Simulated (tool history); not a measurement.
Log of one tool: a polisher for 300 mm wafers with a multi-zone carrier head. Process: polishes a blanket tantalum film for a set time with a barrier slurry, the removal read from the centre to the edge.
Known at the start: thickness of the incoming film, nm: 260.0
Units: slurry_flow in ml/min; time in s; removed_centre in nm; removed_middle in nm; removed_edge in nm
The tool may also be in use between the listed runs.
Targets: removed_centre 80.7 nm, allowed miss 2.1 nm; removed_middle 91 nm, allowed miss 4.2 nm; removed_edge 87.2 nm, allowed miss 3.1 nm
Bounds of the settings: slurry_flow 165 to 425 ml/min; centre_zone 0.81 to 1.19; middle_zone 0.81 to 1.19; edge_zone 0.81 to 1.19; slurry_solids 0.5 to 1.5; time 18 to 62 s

| run | day | slurry_flow | centre_zone | middle_zone | edge_zone | slurry_solids | time | removed_centre | removed_middle | removed_edge |
|---|---|---|---|---|---|---|---|---|---|---|
| 1 | 0 | 275 | 1 | 1 | 1 | 1 | 40 | 103.16 | 106.4 | 107.07 |
| 2 | 0.338 | 275 | 1 | 1 | 1 | 1 | 49 | 126.75 | 129.59 | 130.7 |
| 3 | 0.554 | 270 | 0.97 | 0.99 | 0.96 | 0.85 | 46 | 107.49 | 115.6 | 113.32 |
| 4 | 0.604 | 270 | 1.03 | 0.99 | 0.96 | 0.85 | 46 | 115.87 | 116.16 | 113.91 |
| 5 | 0.95 | 270 | 1.1 | 0.99 | 0.96 | 0.85 | 46 | 122.73 | 112.5 | 113.52 |
| 6 | 1.296 | 270 | 1.1 | 0.99 | 0.96 | 1 | 46 | 130.88 | 119.25 | 118.24 |
| 7 | 1.325 | 265 | 1.04 | 0.97 | 0.93 | 0.85 | 45 | 112.67 | 109.96 | 109.18 |
| 8 | 1.429 | 265 | 1.01 | 0.96 | 0.91 | 0.75 | 44 | 103.28 | 99.374 | 100.35 |
| 9 | 1.488 | 260 | 0.96 | 0.96 | 0.88 | 0.7 | 44 | 94.588 | 100.78 | 96.741 |

Which of these 4 next moves meets every target?
| A | 1.546 | 190 | 0.86 | 0.89 | 1.08 | 0.6 | 43 | ? | ? | ? |
| B | 1.546 | 275 | 0.95 | 0.98 | 0.87 | 0.75 | 39 | ? | ? | ? |
| C | 1.546 | 240 | 0.95 | 0.98 | 0.85 | 0.65 | 42 | ? | ? | ? |
| D | 1.546 | 255 | 0.91 | 0.98 | 0.88 | 0.6 | 42 | ? | ? | ? |

| move | removed_centre | removed_middle | removed_edge |
|---|---|---|---|
| A | 76.962 | 82.601 | 96.504 |
| B | 87.442 | 91.625 | 88.815 |
| C | 87.893 | 92.204 | 88.703 |
| D | 81.654 | 89.426 | 87.212 |
A: takes the result that was furthest off past its target
B: nearer than the last run, and not there yet
C: nearer than the last run, and not there yet
D: meets every target
Answer: D
